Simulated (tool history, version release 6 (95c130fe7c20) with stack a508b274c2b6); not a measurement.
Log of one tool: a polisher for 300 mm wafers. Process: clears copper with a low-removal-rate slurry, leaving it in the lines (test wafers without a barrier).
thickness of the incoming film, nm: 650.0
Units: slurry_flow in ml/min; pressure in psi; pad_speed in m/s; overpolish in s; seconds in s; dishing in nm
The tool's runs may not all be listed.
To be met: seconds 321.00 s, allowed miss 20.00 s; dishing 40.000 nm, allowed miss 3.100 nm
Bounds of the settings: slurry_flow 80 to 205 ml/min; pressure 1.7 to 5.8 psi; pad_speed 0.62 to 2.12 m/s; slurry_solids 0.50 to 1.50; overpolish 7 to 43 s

run  hour  slurry_flow  pressure  pad_speed  slurry_solids  overpolish  seconds  dishing
  1   0.0          135       3.7       1.36           1.00          22   153.17   47.781
  2   8.9          160       3.7       1.36           1.00          22   149.54   49.256
  3  10.6          160       3.7       1.70           1.00          22   123.42   55.543
  4  18.1          160       3.5       1.62           1.00          23   134.88   54.243
  5  22.6          160       3.3       1.56           1.00          24   147.28   51.645
  6  28.4          160       3.3       1.56           1.00          29   145.93   59.421
  7  33.1          160       3.1       1.50           1.00          30   164.20   54.615
  8  41.8          160       3.0       1.46           1.00          31   173.26   56.382
  9  47.1          160       2.9       1.42           1.00          31   177.17   52.275
 10  53.0          160       2.8       1.38           1.00          32   190.86   52.854
 11  61.1          160       2.7       1.34           1.00          32   201.85   51.298
 12  69.9          160       2.6       1.32           1.00          32   218.08   46.151
 13  78.7          150       1.7       1.18           1.00          39   358.68   39.268
 14  85.4          150       1.7       1.18           1.00          39   360.07   38.409
 15  88.1          155       2.1       1.20           1.00          37   283.11   42.409
 16  90.6          145       2.1       1.20           1.00          37   289.45   42.845

Which of these 5 next moves meets every target?
  A  93.1          165       2.8       0.88           1.15          33        ?        ?
  B  93.1          165       2.7       0.98           1.00          31        ?        ?
  C  93.1          135       1.7       1.28           1.30          38        ?        ?
  D  93.1          135       2.1       1.24           0.95          43        ?        ?
  E  93.1          160       2.0       1.30           1.00          35        ?        ?

move  seconds  dishing
   A   283.49   42.388
   B   274.07   41.437
   C   339.70   39.801
   D   298.75   47.889
   E   288.99   42.579
A: further off than the last run
B: further off than the last run
C: meets every target
D: further off than the last run
E: as far off as the last run
The right move is C.

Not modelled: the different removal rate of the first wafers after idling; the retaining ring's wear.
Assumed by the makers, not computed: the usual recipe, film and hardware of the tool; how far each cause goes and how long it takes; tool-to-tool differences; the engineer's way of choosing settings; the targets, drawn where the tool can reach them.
